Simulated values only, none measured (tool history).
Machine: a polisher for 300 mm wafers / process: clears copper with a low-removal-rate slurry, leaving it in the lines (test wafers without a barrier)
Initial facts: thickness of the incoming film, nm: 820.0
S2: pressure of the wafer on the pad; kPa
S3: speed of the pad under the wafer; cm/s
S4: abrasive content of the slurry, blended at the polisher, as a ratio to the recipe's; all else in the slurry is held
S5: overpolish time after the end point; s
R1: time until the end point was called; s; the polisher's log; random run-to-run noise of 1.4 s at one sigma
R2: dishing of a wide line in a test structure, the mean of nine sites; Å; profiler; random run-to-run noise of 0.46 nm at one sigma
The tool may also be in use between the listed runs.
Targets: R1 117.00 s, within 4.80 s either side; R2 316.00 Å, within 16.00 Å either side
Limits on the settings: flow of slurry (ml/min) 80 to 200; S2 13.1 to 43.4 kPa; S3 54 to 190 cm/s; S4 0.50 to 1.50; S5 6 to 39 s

run 1 hour=0.0 | flow_of_slurry_(ml/min)=130 S2=28.3 S3=122 S4=1.00 S5=20 | R1=153.51 R2=612.43
run 2 hour=6.2 | flow_of_slurry_(ml/min)=130 S2=28.3 S3=122 S4=0.85 S5=20 | R1=159.44 R2=609.11
run 3 hour=11.9 | flow_of_slurry_(ml/min)=120 S2=28.3 S3=122 S4=0.85 S5=20 | R1=160.29 R2=612.49
run 4 hour=13.4 | flow_of_slurry_(ml/min)=120 S2=28.3 S3=122 S4=1.05 S5=20 | R1=151.67 R2=629.56
run 5 hour=14.5 | flow_of_slurry_(ml/min)=120 S2=28.3 S3=122 S4=1.25 S5=20 | R1=146.89 R2=637.79
run 6 hour=16.6 | flow_of_slurry_(ml/min)=140 S2=26.9 S3=128 S4=1.30 S5=16 | R1=143.64 R2=557.18
run 7 hour=20.8 | flow_of_slurry_(ml/min)=105 S2=33.1 S3=148 S4=1.05 S5=6 | R1=114.54 R2=278.68
run 8 hour=28.6 | flow_of_slurry_(ml/min)=110 S2=32.4 S3=148 S4=1.05 S5=6 | R1=115.33 R2=278.05
run 9 hour=29.3 | flow_of_slurry_(ml/min)=115 S2=32.4 S3=148 S4=1.05 S5=6 | R1=114.68 R2=280.85

Which single option among these 4 for the next run brings every result within its allowed miss of target? Just one does.
run A hour=30.0 | flow_of_slurry_(ml/min)=105 S2=29.0 S3=158 S4=1.15 S5=6 | R1=? R2=?
run B hour=30.0 | flow_of_slurry_(ml/min)=155 S2=24.8 S3=162 S4=1.15 S5=6 | R1=? R2=?
run C hour=30.0 | flow_of_slurry_(ml/min)=105 S2=31.7 S3=164 S4=0.65 S5=7 | R1=? R2=?
run D hour=30.0 | flow_of_slurry_(ml/min)=135 S2=32.4 S3=158 S4=0.85 S5=6 | R1=? R2=?

move=A R1=117.35 R2=270.51
move=B R1=120.02 R2=264.11
move=C R1=118.61 R2=309.31
move=D R1=109.27 R2=289.61
A: further off than the last run
B: further off than the last run
C: all results in spec
D: closer than the last run, but not yet in spec
C meets every target.
